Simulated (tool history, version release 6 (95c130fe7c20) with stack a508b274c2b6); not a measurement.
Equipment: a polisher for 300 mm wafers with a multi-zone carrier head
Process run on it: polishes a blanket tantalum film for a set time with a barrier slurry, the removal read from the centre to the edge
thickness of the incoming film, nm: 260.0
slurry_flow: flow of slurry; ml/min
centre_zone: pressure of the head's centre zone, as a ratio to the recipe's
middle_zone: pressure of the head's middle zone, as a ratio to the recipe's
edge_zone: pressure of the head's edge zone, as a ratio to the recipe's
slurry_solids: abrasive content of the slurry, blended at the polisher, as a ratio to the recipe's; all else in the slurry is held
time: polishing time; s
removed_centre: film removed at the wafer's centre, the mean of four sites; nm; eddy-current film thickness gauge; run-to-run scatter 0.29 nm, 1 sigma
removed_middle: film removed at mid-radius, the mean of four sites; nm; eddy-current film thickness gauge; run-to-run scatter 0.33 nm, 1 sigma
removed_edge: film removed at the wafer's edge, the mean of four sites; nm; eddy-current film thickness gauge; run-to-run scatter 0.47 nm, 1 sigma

{"run": 1, "hour": 0.0, "slurry_flow": 180, "centre_zone": 1, "middle_zone": 1, "edge_zone": 1, "slurry_solids": 1, "time": 60, "removed_centre": 66.767, "removed_middle": 67.298, "removed_edge": 68.94}
{"run": 2, "hour": 3.7, "slurry_flow": 180, "centre_zone": 0.92, "middle_zone": 1, "edge_zone": 1, "slurry_solids": 1, "time": 60, "removed_centre": 60.75, "removed_middle": 67.363, "removed_edge": 69.536}
{"run": 3, "hour": 7.3, "slurry_flow": 180, "centre_zone": 0.92, "middle_zone": 1, "edge_zone": 0.95, "slurry_solids": 1, "time": 60, "removed_centre": 60.75, "removed_middle": 67.025, "removed_edge": 69.036}
{"run": 4, "hour": 11.2, "slurry_flow": 180, "centre_zone": 0.92, "middle_zone": 1, "edge_zone": 0.95, "slurry_solids": 1, "time": 53, "removed_centre": 54.023, "removed_middle": 58.869, "removed_edge": 59.933}
{"run": 5, "hour": 15.7, "slurry_flow": 180, "centre_zone": 0.92, "middle_zone": 1, "edge_zone": 0.95, "slurry_solids": 0.85, "time": 53, "removed_centre": 51.919, "removed_middle": 56.618, "removed_edge": 58.656}
{"run": 6, "hour": 17.8, "slurry_flow": 170, "centre_zone": 0.9, "middle_zone": 0.98, "edge_zone": 0.93, "slurry_solids": 0.75, "time": 52, "removed_centre": 47.652, "removed_middle": 52.96, "removed_edge": 54.305}

Predict the results of run 7:
{"run": 7, "hour": 23.4, "slurry_flow": 120, "centre_zone": 0.81, "middle_zone": 0.88, "edge_zone": 0.94, "slurry_solids": 0.5, "time": 51, "removed_centre": "?", "removed_middle": "?", "removed_edge": "?"}

Logged for run 7: removed_centre 33.765 nm, removed_middle 38.82 nm, removed_edge 44.091 nm.
